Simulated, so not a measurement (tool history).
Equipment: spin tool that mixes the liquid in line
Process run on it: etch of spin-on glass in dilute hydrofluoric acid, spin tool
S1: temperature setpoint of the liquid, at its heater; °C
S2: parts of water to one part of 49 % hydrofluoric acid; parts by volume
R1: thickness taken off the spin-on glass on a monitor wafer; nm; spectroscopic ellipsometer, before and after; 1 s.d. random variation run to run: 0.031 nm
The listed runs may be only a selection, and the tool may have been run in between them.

run 1 day=0.000 | S1=24.0 S2=270 time_under_the_liquid_(s)=40 | R1=3.5150
run 2 day=0.254 | S1=25.0 S2=255 time_under_the_liquid_(s)=40 | R1=3.9105
run 3 day=0.425 | S1=26.0 S2=245 time_under_the_liquid_(s)=40 | R1=4.2618
run 4 day=0.704 | S1=26.0 S2=245 time_under_the_liquid_(s)=30 | R1=3.2160
run 5 day=1.079 | S1=26.0 S2=215 time_under_the_liquid_(s)=30 | R1=3.7502
run 6 day=1.183 | S1=23.5 S2=215 time_under_the_liquid_(s)=30 | R1=3.4147
run 7 day=1.379 | S1=27.5 S2=120 time_under_the_liquid_(s)=30 | R1=7.9880
run 8 day=1.504 | S1=27.0 S2=120 time_under_the_liquid_(s)=30 | R1=7.7657

What will run 9 give?
run 9 day=1.788 | S1=26.5 S2=120 time_under_the_liquid_(s)=30 | R1=?

Run 9 produced R1 7.7134 nm.

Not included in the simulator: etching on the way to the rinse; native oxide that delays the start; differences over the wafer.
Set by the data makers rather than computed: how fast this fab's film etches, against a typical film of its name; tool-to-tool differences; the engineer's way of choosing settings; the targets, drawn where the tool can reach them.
